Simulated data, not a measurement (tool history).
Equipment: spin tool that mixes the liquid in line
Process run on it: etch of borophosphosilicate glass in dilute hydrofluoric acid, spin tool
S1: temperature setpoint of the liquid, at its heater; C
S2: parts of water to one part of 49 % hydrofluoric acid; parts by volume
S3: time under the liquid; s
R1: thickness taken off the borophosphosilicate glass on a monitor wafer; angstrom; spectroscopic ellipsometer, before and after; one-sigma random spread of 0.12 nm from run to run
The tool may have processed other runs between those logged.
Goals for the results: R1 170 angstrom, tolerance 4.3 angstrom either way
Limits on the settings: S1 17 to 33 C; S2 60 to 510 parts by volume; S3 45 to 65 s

run    day    S1   S2  S3      R1
  1      0    25  285  65  112.82
  2  0.254  26.5  275  65   123.5
  3  0.612  24.5  275  65  114.66
  4  0.875  26.5  270  65  126.26
  5  1.096    28  265  65  133.88
  6  1.371    29  260  65  144.71
  7  1.633    29  260  65  142.95
  8  1.662    30  255  65  152.44
  9  1.825  30.5  255  65  156.35
 10  1.883  30.5  255  65  154.17
 11  2.129    31  255  65  158.38
 12  2.425    31  255  65  156.64

Which of these 4 next moves meets every target?
  A  2.721    30  265  65   ?
  B  2.721  30.5  230  65   ?
  C  2.721    33  245  65   ?
  D  2.721  30.5  240  65   ?

move      R1
   A  145.97
   B  178.13
   C  178.29
   D  168.69
A: its largest miss is bigger than the last run's
B: carries the result that was furthest off beyond its target, to the other side
C: carries the result that was furthest off beyond its target, to the other side
D: all results in spec
Correct choice: D, which meets every target
